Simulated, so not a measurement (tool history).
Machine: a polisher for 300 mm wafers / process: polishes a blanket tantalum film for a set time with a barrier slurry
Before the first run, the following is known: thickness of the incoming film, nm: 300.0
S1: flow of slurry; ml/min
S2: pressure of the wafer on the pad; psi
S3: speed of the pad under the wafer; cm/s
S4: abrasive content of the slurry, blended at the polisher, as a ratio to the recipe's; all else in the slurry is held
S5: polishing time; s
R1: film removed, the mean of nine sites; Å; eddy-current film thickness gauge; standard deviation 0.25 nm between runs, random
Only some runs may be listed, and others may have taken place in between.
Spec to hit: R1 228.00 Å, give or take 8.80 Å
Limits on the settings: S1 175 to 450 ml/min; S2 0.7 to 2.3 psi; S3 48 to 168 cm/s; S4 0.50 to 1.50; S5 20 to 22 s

{"run": 1, "hour": 0.0, "S1": 290, "S2": 1.5, "S3": 108, "S4": 1.0, "S5": 22, "R1": 342.64}
{"run": 2, "hour": 6.2, "S1": 290, "S2": 1.5, "S3": 108, "S4": 0.8, "S5": 22, "R1": 315.43}
{"run": 3, "hour": 7.6, "S1": 290, "S2": 1.5, "S3": 122, "S4": 0.8, "S5": 22, "R1": 356.02}
{"run": 4, "hour": 9.1, "S1": 350, "S2": 1.5, "S3": 122, "S4": 0.8, "S5": 22, "R1": 353.46}
{"run": 5, "hour": 14.6, "S1": 350, "S2": 1.5, "S3": 122, "S4": 0.8, "S5": 22, "R1": 354.88}
{"run": 6, "hour": 20.1, "S1": 350, "S2": 1.5, "S3": 148, "S4": 0.8, "S5": 22, "R1": 424.74}
{"run": 7, "hour": 21.5, "S1": 350, "S2": 1.4, "S3": 146, "S4": 0.8, "S5": 22, "R1": 399.8}
{"run": 8, "hour": 27.6, "S1": 350, "S2": 1.3, "S3": 144, "S4": 0.8, "S5": 22, "R1": 378.6}
{"run": 9, "hour": 31.3, "S1": 350, "S2": 1.2, "S3": 140, "S4": 0.8, "S5": 22, "R1": 347.37}
{"run": 10, "hour": 34.9, "S1": 350, "S2": 1.2, "S3": 138, "S4": 0.8, "S5": 22, "R1": 345.8}
{"run": 11, "hour": 43.6, "S1": 350, "S2": 0.8, "S3": 126, "S4": 0.8, "S5": 22, "R1": 240.56}

Of the 4 settings listed for the next run, only one would bring every result within its allowed miss of target. Which one?
{"run": "A", "hour": 52.3, "S1": 420, "S2": 1.0, "S3": 110, "S4": 0.8, "S5": 22, "R1": "?"}
{"run": "B", "hour": 52.3, "S1": 350, "S2": 0.7, "S3": 136, "S4": 0.9, "S5": 22, "R1": "?"}
{"run": "C", "hour": 52.3, "S1": 330, "S2": 0.7, "S3": 132, "S4": 0.95, "S5": 22, "R1": "?"}
{"run": "D", "hour": 52.3, "S1": 305, "S2": 1.4, "S3": 116, "S4": 0.5, "S5": 20, "R1": "?"}

move=A R1=251.58
move=B R1=251.00
move=C R1=247.83
move=D R1=232.96
A: the biggest miss grows against the last run
B: the biggest miss grows against the last run
C: the biggest miss grows against the last run
D: all results in spec
Correct choice: D, which meets every target
